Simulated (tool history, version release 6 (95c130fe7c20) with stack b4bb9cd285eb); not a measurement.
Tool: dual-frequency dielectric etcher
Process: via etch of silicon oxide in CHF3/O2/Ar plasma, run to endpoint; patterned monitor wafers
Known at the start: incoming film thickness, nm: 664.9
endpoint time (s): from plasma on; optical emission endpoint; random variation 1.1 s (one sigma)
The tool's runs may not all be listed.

| run | day | source power (kW) | bias power (kW) | endpoint time (s) |
|---|---|---|---|---|
| 1 | 0.000 | 0.710 | 0.148 | 312.96 |
| 2 | 0.083 | 0.710 | 0.172 | 300.02 |
| 3 | 0.329 | 0.710 | 0.153 | 309.81 |
| 4 | 0.654 | 0.710 | 0.175 | 298.62 |
| 5 | 1.033 | 0.710 | 0.196 | 291.36 |
| 6 | 1.392 | 0.620 | 0.183 | 322.31 |

Run 7 comes next. What will it give?
| 7 | 1.729 | 0.480 | 0.180 | ? |

{"run 7": {"endpoint time (s)": 384.07}}
